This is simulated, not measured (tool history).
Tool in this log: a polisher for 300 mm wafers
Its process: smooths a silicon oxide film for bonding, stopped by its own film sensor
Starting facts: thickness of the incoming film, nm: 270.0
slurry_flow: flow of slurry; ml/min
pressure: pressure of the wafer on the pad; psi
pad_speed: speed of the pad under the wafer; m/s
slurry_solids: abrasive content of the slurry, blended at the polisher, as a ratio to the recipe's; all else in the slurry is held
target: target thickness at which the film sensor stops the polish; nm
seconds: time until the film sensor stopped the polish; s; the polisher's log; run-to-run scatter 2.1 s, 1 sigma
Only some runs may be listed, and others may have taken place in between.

run,hour,slurry_flow,pressure,pad_speed,slurry_solids,target,seconds
1,0,195,2.5,1.08,1,183,88.967
2,5.7,195,2.5,1.08,1,179,92.915
3,9.3,195,2.5,1.08,1,183,88.58
4,13,195,2.1,1.04,1,183,103.48
5,17,150,2.1,1.04,1,183,112.84
6,23,145,1.8,1.02,1,183,123.03
7,25.2,140,1.6,0.98,1,183,143.47

What will run 8 give?
8,29.1,135,1.1,0.96,1,183,?

seconds: 190.45 s

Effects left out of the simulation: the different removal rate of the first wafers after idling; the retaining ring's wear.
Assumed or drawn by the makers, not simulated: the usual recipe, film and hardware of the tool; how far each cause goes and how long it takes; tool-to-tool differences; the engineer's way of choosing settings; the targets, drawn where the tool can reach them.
